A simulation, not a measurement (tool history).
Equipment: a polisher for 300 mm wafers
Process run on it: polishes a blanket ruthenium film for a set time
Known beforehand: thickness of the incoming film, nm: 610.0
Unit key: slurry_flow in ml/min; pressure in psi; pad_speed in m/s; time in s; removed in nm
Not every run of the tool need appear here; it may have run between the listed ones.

run	day	slurry_flow	pressure	pad_speed	time	removed
1	0.000	280	2.7	0.78	45	40.775
2	0.121	280	2.7	0.64	45	36.026
3	0.192	280	2.7	0.50	45	31.363
4	0.412	280	3.0	0.56	45	35.969
5	0.467	280	3.2	0.64	45	40.740
6	0.658	280	3.4	0.70	45	43.194
# day 0.833: worn pad replaced by a new one
7	0.833	280	3.5	0.78	45	52.149

The next listed run, before its measurement:
8	0.954	280	3.6	0.80	45	?

{"run 8": {"removed": 53.058}}
